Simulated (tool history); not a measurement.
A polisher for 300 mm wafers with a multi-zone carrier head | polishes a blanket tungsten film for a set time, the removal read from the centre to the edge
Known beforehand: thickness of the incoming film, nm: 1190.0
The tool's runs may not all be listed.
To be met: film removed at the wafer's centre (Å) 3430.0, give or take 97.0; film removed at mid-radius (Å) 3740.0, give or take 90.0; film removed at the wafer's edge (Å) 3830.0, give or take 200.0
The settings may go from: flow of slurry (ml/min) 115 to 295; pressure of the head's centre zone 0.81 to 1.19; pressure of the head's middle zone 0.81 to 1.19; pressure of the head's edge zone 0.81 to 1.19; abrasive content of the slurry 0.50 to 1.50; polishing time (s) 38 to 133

run,hour,flow of slurry (ml/min),pressure of the head's centre zone,pressure of the head's middle zone,pressure of the head's edge zone,abrasive content of the slurry,polishing time (s),film removed at the wafer's centre (Å),film removed at mid-radius (Å),film removed at the wafer's edge (Å)
1,0.0,190,1.00,1.00,1.00,1.00,85,4229.6,4018.0,4099.0
2,4.3,185,0.98,1.00,1.00,1.00,85,4014.1,3978.8,4253.4
3,7.7,180,0.97,1.00,0.98,0.95,85,4038.1,3922.3,4139.3
4,16.3,180,0.97,1.04,0.98,0.95,85,4007.8,4075.6,4103.6
5,21.3,175,0.96,1.04,0.97,0.90,85,3889.8,4007.0,4140.1
6,29.5,175,0.96,1.04,0.97,0.70,85,3634.7,3811.8,3851.0
7,32.0,170,0.96,1.04,0.97,0.70,85,3610.4,3739.2,3813.7
8,36.7,165,0.94,1.05,0.97,0.70,85,3522.4,3768.8,3820.5

Exercise: of the 5 proposed moves below, exactly one satisfies all targets within the stated allowed misses. Which move is it?
A,41.4,195,0.97,1.04,1.10,0.65,84,?,?,?
B,41.4,185,0.92,1.05,1.00,0.75,81,?,?,?
C,41.4,190,0.93,1.08,0.97,0.60,88,?,?,?
D,41.4,200,1.00,1.03,1.01,0.70,81,?,?,?
E,41.4,150,0.95,1.01,0.95,0.80,87,?,?,?

move,film removed at the wafer's centre (Å),film removed at mid-radius (Å),film removed at the wafer's edge (Å)
A,3694.4,3709.2,3937.7
B,3466.0,3704.3,3736.6
C,3630.3,3927.9,3811.6
D,3749.2,3619.7,3721.0
E,3782.7,3801.7,3904.0
A: its largest miss is bigger than the last run's
B: every result within its allowed miss
C: its largest miss is bigger than the last run's
D: its largest miss is bigger than the last run's
E: its largest miss is bigger than the last run's
The right move is B.
